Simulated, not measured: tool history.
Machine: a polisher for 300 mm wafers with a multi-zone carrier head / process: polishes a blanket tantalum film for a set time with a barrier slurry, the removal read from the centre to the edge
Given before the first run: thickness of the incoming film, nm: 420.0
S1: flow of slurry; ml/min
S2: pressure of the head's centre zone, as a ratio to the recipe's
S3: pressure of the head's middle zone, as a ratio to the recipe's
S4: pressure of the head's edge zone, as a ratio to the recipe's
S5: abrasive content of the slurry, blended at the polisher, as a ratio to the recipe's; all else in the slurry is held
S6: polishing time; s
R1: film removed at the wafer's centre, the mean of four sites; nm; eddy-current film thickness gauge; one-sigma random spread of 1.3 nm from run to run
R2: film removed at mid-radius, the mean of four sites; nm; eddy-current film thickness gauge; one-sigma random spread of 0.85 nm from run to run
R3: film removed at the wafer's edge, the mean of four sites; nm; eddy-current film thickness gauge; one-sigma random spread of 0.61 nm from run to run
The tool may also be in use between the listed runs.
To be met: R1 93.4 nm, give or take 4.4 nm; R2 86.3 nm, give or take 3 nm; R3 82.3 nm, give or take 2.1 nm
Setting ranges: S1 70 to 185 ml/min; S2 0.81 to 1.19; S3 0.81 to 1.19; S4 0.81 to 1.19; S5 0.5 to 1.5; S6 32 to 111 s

| run | hour | S1 | S2 | S3 | S4 | S5 | S6 | R1 | R2 | R3 |
|---|---|---|---|---|---|---|---|---|---|---|
| 1 | 0 | 120 | 1 | 1 | 1 | 1 | 71 | 109.25 | 108.65 | 102.25 |
| 2 | 6.9 | 120 | 1 | 0.97 | 1 | 1 | 71 | 108.53 | 107.04 | 102.32 |
| 3 | 10.1 | 140 | 1 | 0.97 | 1 | 1 | 71 | 111.74 | 109.49 | 103.83 |
| 4 | 17.6 | 140 | 1 | 0.97 | 0.96 | 1 | 71 | 113.35 | 110.34 | 101.68 |
| 5 | 18.5 | 125 | 1 | 0.97 | 0.96 | 1 | 71 | 108.42 | 108.8 | 101.47 |
| 6 | 22.9 | 125 | 1.01 | 0.96 | 0.95 | 0.9 | 70 | 106.1 | 101.33 | 95.343 |
| 7 | 27.3 | 120 | 1.01 | 0.95 | 0.93 | 0.85 | 70 | 103.05 | 98.047 | 93.514 |
| 8 | 34.7 | 115 | 1.01 | 0.95 | 0.92 | 0.8 | 70 | 98.711 | 96.087 | 90.908 |
| 9 | 39.9 | 110 | 1.02 | 0.94 | 0.91 | 0.8 | 70 | 96.671 | 92.759 | 88.062 |
| 10 | 41.5 | 105 | 1.03 | 0.94 | 0.91 | 0.8 | 70 | 97.226 | 93.626 | 87.515 |
| 11 | 50.4 | 80 | 1.04 | 0.88 | 0.86 | 0.75 | 70 | 86.698 | 79.353 | 79.565 |
|  | 55.5 | edge zone pressure recalibrated |
| 12 | 55.5 | 105 | 1.04 | 0.91 | 0.85 | 0.75 | 70 | 96.561 | 87.083 | 86.004 |

Exercise: of the 4 proposed moves below, exactly one satisfies all targets within the stated allowed misses. Which move is it?
| A | 60.6 | 120 | 1.02 | 0.89 | 0.82 | 0.7 | 69 | ? | ? | ? |
| B | 60.6 | 110 | 0.93 | 0.97 | 0.92 | 1 | 58 | ? | ? | ? |
| C | 60.6 | 110 | 1.11 | 1.02 | 0.84 | 0.75 | 62 | ? | ? | ? |
| D | 60.6 | 90 | 1.02 | 0.9 | 0.87 | 0.8 | 71 | ? | ? | ? |

| move | R1 | R2 | R3 |
|---|---|---|---|
| A | 95.246 | 87.449 | 83.566 |
| B | 80.663 | 85.904 | 82.491 |
| C | 93.511 | 85.89 | 76.721 |
| D | 94.424 | 88.254 | 88.137 |
A: each result inside its tolerance
B: brings the result that was furthest off to its target, and leaves another outside
C: pushes the last run's worst result past its target
D: moves away from the targets compared with the last run
The right move is A.

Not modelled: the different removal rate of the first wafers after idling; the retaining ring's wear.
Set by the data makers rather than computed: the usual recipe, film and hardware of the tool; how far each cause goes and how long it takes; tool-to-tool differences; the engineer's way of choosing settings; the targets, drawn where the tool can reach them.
